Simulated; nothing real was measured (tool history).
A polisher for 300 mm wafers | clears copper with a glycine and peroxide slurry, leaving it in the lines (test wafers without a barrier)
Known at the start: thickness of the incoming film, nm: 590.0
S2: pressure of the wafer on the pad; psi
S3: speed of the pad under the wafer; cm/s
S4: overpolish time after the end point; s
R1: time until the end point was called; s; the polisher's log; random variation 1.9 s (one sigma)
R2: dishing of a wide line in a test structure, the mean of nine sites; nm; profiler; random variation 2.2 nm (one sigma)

Run 1, hour 0: flow of slurry (ml/min) 230, S2 2.8 psi, S3 84 cm/s, S4 21 s. Result: R1 132.25 s, R2 63.84 nm.
Run 2, hour 7.6: flow of slurry (ml/min) 230, S2 3 psi, S3 84 cm/s, S4 23 s. Result: R1 125.13 s, R2 67.453 nm.
Run 3, hour 14.9: flow of slurry (ml/min) 230, S2 3 psi, S3 84 cm/s, S4 32 s. Result: R1 127.32 s, R2 85.971 nm.
Run 4, hour 19.5: flow of slurry (ml/min) 230, S2 3.1 psi, S3 84 cm/s, S4 32 s. Result: R1 118.29 s, R2 86.162 nm.
Run 5, hour 25: flow of slurry (ml/min) 230, S2 3.1 psi, S3 84 cm/s, S4 28 s. Result: R1 123.45 s, R2 79.946 nm.
Run 6, hour 32.2: flow of slurry (ml/min) 230, S2 3.2 psi, S3 84 cm/s, S4 29 s. Result: R1 116.46 s, R2 81.588 nm.

Run 7 comes next. What will it give?
Run 7, hour 36.6: flow of slurry (ml/min) 230, S2 3.2 psi, S3 84 cm/s, S4 31 s. Result: R1 ?, R2 ?.

Run 7 gave R1 117.47 s, R2 86.23 nm.
